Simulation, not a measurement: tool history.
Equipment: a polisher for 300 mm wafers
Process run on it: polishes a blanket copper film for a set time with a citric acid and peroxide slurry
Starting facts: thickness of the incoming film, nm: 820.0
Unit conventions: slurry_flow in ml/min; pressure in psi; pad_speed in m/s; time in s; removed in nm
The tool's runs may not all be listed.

run	hour	slurry_flow	pressure	pad_speed	slurry_solids	time	removed
1	0	175	2.3	1.12	1	19	36.417
2	3.4	175	2.5	1.12	1	19	39.815
3	9.2	175	2.7	1.12	1	19	43.701
4	12	175	2.8	1.12	1	19	43.406
5	19	175	2.8	1.12	1	17	39.648
6	25.1	175	3	1.14	1	17	42.907

For run 7, what comes out?
7	30.6	175	3.1	1.18	1	17	?

{"run 7": {"removed": 45.646}}
